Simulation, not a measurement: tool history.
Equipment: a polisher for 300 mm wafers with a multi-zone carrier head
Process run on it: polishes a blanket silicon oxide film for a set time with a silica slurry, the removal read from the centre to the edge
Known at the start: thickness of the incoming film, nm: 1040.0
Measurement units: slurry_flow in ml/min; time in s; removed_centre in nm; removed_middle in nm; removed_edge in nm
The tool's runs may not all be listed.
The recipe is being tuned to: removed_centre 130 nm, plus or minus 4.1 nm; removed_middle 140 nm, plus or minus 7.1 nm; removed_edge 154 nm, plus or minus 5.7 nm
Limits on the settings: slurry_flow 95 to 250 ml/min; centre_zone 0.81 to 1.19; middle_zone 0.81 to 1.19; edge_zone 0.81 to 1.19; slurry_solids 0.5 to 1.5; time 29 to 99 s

run	hour	slurry_flow	centre_zone	middle_zone	edge_zone	slurry_solids	time	removed_centre	removed_middle	removed_edge
1	0	160	1	1	1	1	64	245.64	241.21	257.66
2	2.5	155	0.97	0.99	0.98	0.9	62	219.7	216.37	230.74
3	9.1	155	0.97	1.05	0.98	0.9	62	216.77	237.05	232.35
4	12.1	130	0.97	1.05	0.98	0.9	62	211.08	227.09	230.67
5	16	125	0.95	1.03	0.97	0.85	60	195.21	208.02	216.4
6	21.4	125	0.95	1.07	0.97	0.85	60	193.96	214.8	215.05
7	23.6	120	0.93	1.05	0.96	0.8	59	180.07	201.42	204.86
8	31.1	120	0.92	1.03	0.95	0.75	58	170.69	186.7	195.3
9	36.3	110	0.84	0.96	0.85	0.5	53	117.48	132.48	139.39
10	42.1	115	0.84	0.96	0.87	0.5	53	118.05	139.62	141.61
11	45.5	115	0.85	0.95	0.89	0.5	53	119.12	134	144.81
12	51.1	120	0.86	0.95	0.9	0.5	53	121.06	132.05	142.15
13	56.9	120	0.86	0.96	0.92	0.5	53	122.83	136.6	145.27
14	64.5	120	0.86	0.96	0.93	0.5	53	121.71	136.41	145.26
15	67.4	120	0.87	0.96	0.94	0.5	53	123.42	133.32	144.72
16	67.9	150	0.87	0.97	0.99	0.55	53	133.89	152.16	158.58
17	76	145	0.87	0.97	0.99	0.55	53	132.77	149.08	163.46

Below are 5 possible settings for the next run. Only one of them brings all results inside the allowed miss of their targets. Which is it?
A	84.1	190	0.85	0.9	0.94	0.5	53	?	?	?
B	84.1	180	0.84	1.11	0.93	0.55	51	?	?	?
C	84.1	140	0.88	1.05	1.03	0.5	58	?	?	?
D	84.1	145	0.81	0.96	0.99	0.7	51	?	?	?
E	84.1	200	0.82	0.98	0.94	0.5	58	?	?	?

move	removed_centre	removed_middle	removed_edge
A	132.01	137.32	156.92
B	130.27	163.62	155.72
C	142.07	163.18	173.09
D	134.73	156.02	174.95
E	140.47	162.51	172.41
A: every result within its allowed miss
B: the worst result of the last run now meets its target, but another is out of spec
C: misses by more than the last run did
D: misses by more than the last run did
E: misses by more than the last run did
Answer: A
